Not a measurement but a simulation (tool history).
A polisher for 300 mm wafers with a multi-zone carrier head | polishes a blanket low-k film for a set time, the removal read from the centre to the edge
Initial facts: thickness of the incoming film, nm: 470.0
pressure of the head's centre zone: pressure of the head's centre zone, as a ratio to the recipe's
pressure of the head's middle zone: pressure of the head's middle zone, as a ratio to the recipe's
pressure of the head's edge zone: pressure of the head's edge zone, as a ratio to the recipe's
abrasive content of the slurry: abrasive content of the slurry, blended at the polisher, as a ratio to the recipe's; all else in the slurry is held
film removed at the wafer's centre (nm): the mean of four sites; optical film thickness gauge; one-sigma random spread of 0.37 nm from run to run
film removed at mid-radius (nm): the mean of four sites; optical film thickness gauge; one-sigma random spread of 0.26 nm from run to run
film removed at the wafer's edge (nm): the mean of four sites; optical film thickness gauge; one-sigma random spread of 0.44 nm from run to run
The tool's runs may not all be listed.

| run | hour | flow of slurry (ml/min) | pressure of the head's centre zone | pressure of the head's middle zone | pressure of the head's edge zone | abrasive content of the slurry | polishing time (s) | film removed at the wafer's centre (nm) | film removed at mid-radius (nm) | film removed at the wafer's edge (nm) |
|---|---|---|---|---|---|---|---|---|---|---|
| 1 | 0.0 | 310 | 1.00 | 1.00 | 1.00 | 1.00 | 73 | 28.086 | 29.404 | 28.378 |
| 2 | 4.2 | 310 | 1.00 | 1.00 | 0.92 | 1.00 | 73 | 28.703 | 29.154 | 27.681 |
| 3 | 5.9 | 280 | 1.00 | 1.00 | 0.92 | 1.00 | 73 | 27.479 | 28.828 | 27.404 |
| 4 | 9.2 | 265 | 1.03 | 0.95 | 0.98 | 1.15 | 77 | 31.614 | 30.759 | 32.095 |
| 5 | 15.6 | 265 | 1.06 | 0.94 | 1.03 | 1.25 | 78 | 34.499 | 31.959 | 33.449 |
| 6 | 16.2 | 255 | 1.06 | 0.91 | 1.04 | 1.35 | 81 | 36.021 | 33.465 | 36.264 |
| 7 | 22.4 | 250 | 1.07 | 0.89 | 1.07 | 1.40 | 83 | 37.785 | 33.957 | 37.966 |
| 8 | 23.6 | 265 | 1.07 | 0.88 | 1.10 | 1.45 | 84 | 39.195 | 34.464 | 39.415 |
| 9 | 26.9 | 270 | 1.07 | 0.88 | 1.12 | 1.45 | 85 | 39.838 | 35.459 | 40.353 |

Estimate the outcome of run 10 from the log above:
| 10 | 30.0 | 270 | 1.07 | 0.87 | 1.14 | 1.45 | 86 | ? | ? | ? |

film removed at the wafer's centre (nm): 40.235
film removed at mid-radius (nm): 35.195
film removed at the wafer's edge (nm): 40.721
